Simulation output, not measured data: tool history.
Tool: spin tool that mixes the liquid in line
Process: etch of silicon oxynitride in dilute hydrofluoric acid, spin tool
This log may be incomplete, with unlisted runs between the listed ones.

run  hour  temperature setpoint of the liquid (°C)  parts of water to one part of 49 % hydrofluoric acid (parts by volume)  time under the liquid (s)  thickness taken off the silicon oxynitride on a monitor wafer (angstrom)
  1   0.0                                     21.0                                                                      60                        320                                                                    140.69
  2   6.2                                     23.0                                                                      60                        320                                                                    155.76
  3  15.1                                     23.5                                                                      55                        320                                                                    177.52
  4  23.1                                     23.5                                                                      55                        340                                                                    187.60
  5  31.8                                     24.0                                                                      50                        340                                                                    211.79
  6  39.0                                     24.0                                                                      50                        320                                                                    200.12

Predict the results of run 7:
  7  45.4                                     24.5                                                                      45                        320                                                                         ?

Run 7 measured thickness taken off the silicon oxynitride on a monitor wafer (angstrom) 227.36.
